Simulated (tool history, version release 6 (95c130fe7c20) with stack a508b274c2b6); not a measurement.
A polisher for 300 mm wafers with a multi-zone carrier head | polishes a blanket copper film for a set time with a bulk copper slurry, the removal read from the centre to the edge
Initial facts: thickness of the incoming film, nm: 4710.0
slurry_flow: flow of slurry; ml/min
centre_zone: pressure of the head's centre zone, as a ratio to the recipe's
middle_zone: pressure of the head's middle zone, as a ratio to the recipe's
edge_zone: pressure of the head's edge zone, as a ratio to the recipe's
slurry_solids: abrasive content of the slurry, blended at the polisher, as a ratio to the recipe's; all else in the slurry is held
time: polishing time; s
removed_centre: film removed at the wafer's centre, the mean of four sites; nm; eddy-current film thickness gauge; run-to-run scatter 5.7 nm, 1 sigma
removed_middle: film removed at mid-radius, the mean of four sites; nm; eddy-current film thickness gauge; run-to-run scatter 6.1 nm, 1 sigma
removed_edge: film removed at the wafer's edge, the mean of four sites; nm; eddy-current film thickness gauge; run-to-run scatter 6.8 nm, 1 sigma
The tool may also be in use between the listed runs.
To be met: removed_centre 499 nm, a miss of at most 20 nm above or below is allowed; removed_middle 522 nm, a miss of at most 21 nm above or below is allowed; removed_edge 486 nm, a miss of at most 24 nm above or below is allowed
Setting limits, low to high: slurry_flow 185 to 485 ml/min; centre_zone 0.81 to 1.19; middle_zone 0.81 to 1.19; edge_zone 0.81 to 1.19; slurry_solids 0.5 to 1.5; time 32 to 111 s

run 1 hour=0 | slurry_flow=310 centre_zone=1 middle_zone=1 edge_zone=1 slurry_solids=1 time=71 | removed_centre=593.4 removed_middle=590.02 removed_edge=610.88
run 2 hour=5.1 | slurry_flow=310 centre_zone=1.06 middle_zone=1 edge_zone=1 slurry_solids=1 time=71 | removed_centre=614.68 removed_middle=600.26 removed_edge=604.41
run 3 hour=13.5 | slurry_flow=310 centre_zone=1.05 middle_zone=1.02 edge_zone=0.97 slurry_solids=0.85 time=69 | removed_centre=601.71 removed_middle=576.48 removed_edge=552.25
run 4 hour=21.8 | slurry_flow=310 centre_zone=1.05 middle_zone=1.02 edge_zone=0.97 slurry_solids=0.85 time=63 | removed_centre=545.05 removed_middle=530.31 removed_edge=519.59
run 5 hour=25.4 | slurry_flow=310 centre_zone=1.05 middle_zone=1.02 edge_zone=0.97 slurry_solids=0.85 time=75 | removed_centre=650.69 removed_middle=641.52 removed_edge=621.75
run 6 hour=26.1 | slurry_flow=310 centre_zone=1.01 middle_zone=1.03 edge_zone=0.95 slurry_solids=0.75 time=71 | removed_centre=581.95 removed_middle=600.99 removed_edge=575.18
run 7 hour=28.4 | slurry_flow=310 centre_zone=1 middle_zone=1.03 edge_zone=0.93 slurry_solids=0.7 time=68 | removed_centre=551.84 removed_middle=566.91 removed_edge=529.6
run 8 hour=36.9 | slurry_flow=305 centre_zone=0.98 middle_zone=1.02 edge_zone=0.91 slurry_solids=0.65 time=67 | removed_centre=525.87 removed_middle=563.72 removed_edge=528.6
run 9 hour=41.9 | slurry_flow=305 centre_zone=0.99 middle_zone=1.02 edge_zone=0.91 slurry_solids=0.6 time=66 | removed_centre=518.1 removed_middle=537.83 removed_edge=512.04

Next run, 4 choices. One meets every target within its allowed miss, the rest don't. Which?
run A hour=46.9 | slurry_flow=320 centre_zone=0.96 middle_zone=0.9 edge_zone=1 slurry_solids=0.7 time=68 | removed_centre=? removed_middle=? removed_edge=?
run B hour=46.9 | slurry_flow=330 centre_zone=0.98 middle_zone=1.19 edge_zone=0.82 slurry_solids=0.55 time=66 | removed_centre=? removed_middle=? removed_edge=?
run C hour=46.9 | slurry_flow=400 centre_zone=0.91 middle_zone=0.96 edge_zone=0.9 slurry_solids=0.8 time=68 | removed_centre=? removed_middle=? removed_edge=?
run D hour=46.9 | slurry_flow=305 centre_zone=1.01 middle_zone=1.04 edge_zone=0.89 slurry_solids=0.55 time=63 | removed_centre=? removed_middle=? removed_edge=?

move=A removed_centre=523 removed_middle=523.2 removed_edge=542.42
move=B removed_centre=508.43 removed_middle=602.19 removed_edge=476.13
move=C removed_centre=514.09 removed_middle=565.42 removed_edge=536.02
move=D removed_centre=495.51 removed_middle=518.74 removed_edge=466.31
A: its largest miss is bigger than the last run's
B: gets the furthest-off result to its target, but another result is out of tolerance
C: its largest miss is bigger than the last run's
D: every result lands within tolerance
D is the move that brings every result within its allowed miss.

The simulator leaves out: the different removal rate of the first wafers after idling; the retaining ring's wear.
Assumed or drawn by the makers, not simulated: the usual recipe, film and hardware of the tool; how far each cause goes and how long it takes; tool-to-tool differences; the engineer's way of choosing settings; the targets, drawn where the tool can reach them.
